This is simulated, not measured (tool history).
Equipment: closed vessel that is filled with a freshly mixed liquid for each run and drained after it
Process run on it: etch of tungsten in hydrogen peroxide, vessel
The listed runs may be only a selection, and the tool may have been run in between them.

run  hour  temperature setpoint of the liquid (°C)  concentration of hydrogen peroxide in the mixed liquid (% by weight)  time in the liquid (s)  thickness taken off the tungsten on a monitor wafer (nm)
  1     0                                       56                                                                    16                     100                                                    349.78
  2   5.9                                     61.5                                                                    16                     100                                                    483.52
  3  10.2                                       59                                                                    16                     100                                                    416.96
  4  10.7                                       59                                                                  13.5                     100                                                    385.47
  5  11.3                                       59                                                                    12                     100                                                    363.41
  6  13.5                                       59                                                                    15                     100                                                    406.21
  7  19.2                                     57.5                                                                    15                     100                                                    371.91

Run 8 is up next; what results do you expect?
  8  20.9                                     56.5                                                                    15                     100                                                         ?

thickness taken off the tungsten on a monitor wafer (nm): 348.54

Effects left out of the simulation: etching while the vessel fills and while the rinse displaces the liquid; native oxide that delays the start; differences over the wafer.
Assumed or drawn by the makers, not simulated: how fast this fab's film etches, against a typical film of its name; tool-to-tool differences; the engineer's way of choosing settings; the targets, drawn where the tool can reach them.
